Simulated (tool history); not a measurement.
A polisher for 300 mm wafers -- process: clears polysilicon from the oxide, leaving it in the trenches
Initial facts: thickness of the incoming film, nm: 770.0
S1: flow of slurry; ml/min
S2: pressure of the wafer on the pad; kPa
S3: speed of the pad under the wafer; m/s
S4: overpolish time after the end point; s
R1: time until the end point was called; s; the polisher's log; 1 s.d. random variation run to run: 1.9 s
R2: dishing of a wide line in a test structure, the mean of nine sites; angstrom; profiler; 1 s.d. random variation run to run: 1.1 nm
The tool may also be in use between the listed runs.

Run 1, hour 0.0: S1 165 ml/min, S2 15.2 kPa, S3 0.94 m/s, S4 22 s. Result: R1 88.693 s, R2 577.72 angstrom.
Run 2, hour 8.2: S1 180 ml/min, S2 15.2 kPa, S3 0.94 m/s, S4 22 s. Result: R1 84.077 s, R2 608.02 angstrom.
Run 3, hour 9.3: S1 180 ml/min, S2 15.2 kPa, S3 1.14 m/s, S4 22 s. Result: R1 69.672 s, R2 620.17 angstrom.
Run 4, hour 12.3: S1 180 ml/min, S2 13.8 kPa, S3 1.14 m/s, S4 24 s. Result: R1 76.489 s, R2 607.43 angstrom.
Run 5, hour 16.6: S1 185 ml/min, S2 12.4 kPa, S3 1.12 m/s, S4 27 s. Result: R1 85.949 s, R2 645.55 angstrom.
At hour 19.6: worn pad replaced by a new one.
Run 6, hour 19.6: S1 180 ml/min, S2 11.7 kPa, S3 1.12 m/s, S4 27 s. Result: R1 83.705 s, R2 616.06 angstrom.
Run 7, hour 25.3: S1 185 ml/min, S2 11.0 kPa, S3 1.10 m/s, S4 28 s. Result: R1 90.107 s, R2 617.78 angstrom.

For run 8, what comes out?
Run 8, hour 26.0: S1 185 ml/min, S2 10.3 kPa, S3 1.08 m/s, S4 29 s. Result: R1 ?, R2 ?.

{"run 8": {"R1": 99.246, "R2": 605.17}}
